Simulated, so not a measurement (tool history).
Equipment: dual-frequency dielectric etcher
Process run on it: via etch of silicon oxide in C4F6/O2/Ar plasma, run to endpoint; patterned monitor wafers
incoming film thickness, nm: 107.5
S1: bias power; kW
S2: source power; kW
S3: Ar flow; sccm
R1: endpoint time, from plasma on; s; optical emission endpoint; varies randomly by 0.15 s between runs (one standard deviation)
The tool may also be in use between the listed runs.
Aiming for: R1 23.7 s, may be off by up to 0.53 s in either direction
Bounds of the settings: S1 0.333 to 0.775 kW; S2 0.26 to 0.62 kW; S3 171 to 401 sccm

run	hour	S1	S2	S3	R1
1	0	0.554	0.44	286	20.802
2	8.9	0.554	0.49	286	19.29
3	10.5	0.484	0.49	286	20.4
4	18.4	0.463	0.48	287	21.043
5	22.4	0.463	0.48	309	21.115
6	30.2	0.4	0.48	309	22.219
7	32.7	0.39	0.48	309	22.29
8	34.3	0.382	0.48	310	22.417
9	41.1	0.375	0.48	311	22.309
10	44.5	0.369	0.47	312	22.883

Below are 5 possible settings for the next run. Only one of them brings all results inside the allowed miss of their targets. Which is it?
A	47.9	0.355	0.42	314	?
B	47.9	0.333	0.46	305	?
C	47.9	0.519	0.36	353	?
D	47.9	0.333	0.44	379	?
E	47.9	0.333	0.43	309	?

move	R1
A	24.647
B	23.659
C	24.627
D	25.124
E	24.685
A: takes the biggest miss from the last run beyond its target
B: meets every target
C: takes the biggest miss from the last run beyond its target
D: takes the biggest miss from the last run beyond its target
E: takes the biggest miss from the last run beyond its target
Correct choice: B, which meets every target

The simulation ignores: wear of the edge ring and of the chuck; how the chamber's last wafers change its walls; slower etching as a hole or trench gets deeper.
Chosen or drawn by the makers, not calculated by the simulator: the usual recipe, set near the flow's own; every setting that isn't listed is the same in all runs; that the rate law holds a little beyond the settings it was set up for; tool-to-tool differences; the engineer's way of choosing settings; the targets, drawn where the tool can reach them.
